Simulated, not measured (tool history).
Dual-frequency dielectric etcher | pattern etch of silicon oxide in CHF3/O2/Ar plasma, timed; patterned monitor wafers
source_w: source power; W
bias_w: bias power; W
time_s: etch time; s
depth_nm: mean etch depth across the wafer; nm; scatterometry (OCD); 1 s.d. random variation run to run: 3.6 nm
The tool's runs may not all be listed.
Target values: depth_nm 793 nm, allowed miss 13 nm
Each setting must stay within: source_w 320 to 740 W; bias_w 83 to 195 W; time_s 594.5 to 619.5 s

run 1 hour=0 | source_w=530 bias_w=139 time_s=594.5 | depth_nm=945.52
run 2 hour=6.5 | source_w=490 bias_w=139 time_s=594.5 | depth_nm=920.75
run 3 hour=14 | source_w=490 bias_w=139 time_s=619.5 | depth_nm=972.52
run 4 hour=22 | source_w=470 bias_w=134 time_s=618.5 | depth_nm=936.99
run 5 hour=26.5 | source_w=470 bias_w=113 time_s=618.5 | depth_nm=900.43
run 6 hour=28.2 | source_w=450 bias_w=112 time_s=618.5 | depth_nm=885.31
run 7 hour=32.2 | source_w=430 bias_w=111 time_s=618.5 | depth_nm=878.26
run 8 hour=38 | source_w=420 bias_w=108 time_s=618 | depth_nm=864.49
run 9 hour=40.8 | source_w=320 bias_w=98 time_s=616.5 | depth_nm=781.93

Consider the 4 candidate settings below. Which is the only one whose results all fall within their allowed miss of target?
run A hour=43.6 | source_w=350 bias_w=113 time_s=616 | depth_nm=?
run B hour=43.6 | source_w=320 bias_w=97 time_s=604.5 | depth_nm=?
run C hour=43.6 | source_w=330 bias_w=90 time_s=609.5 | depth_nm=?
run D hour=43.6 | source_w=360 bias_w=95 time_s=614 | depth_nm=?

move=A depth_nm=824.13
move=B depth_nm=760.92
move=C depth_nm=761.44
move=D depth_nm=796.11
A: takes the biggest miss from the last run beyond its target
B: moves away from the targets compared with the last run
C: moves away from the targets compared with the last run
D: all results in spec
The move that meets every target is D.

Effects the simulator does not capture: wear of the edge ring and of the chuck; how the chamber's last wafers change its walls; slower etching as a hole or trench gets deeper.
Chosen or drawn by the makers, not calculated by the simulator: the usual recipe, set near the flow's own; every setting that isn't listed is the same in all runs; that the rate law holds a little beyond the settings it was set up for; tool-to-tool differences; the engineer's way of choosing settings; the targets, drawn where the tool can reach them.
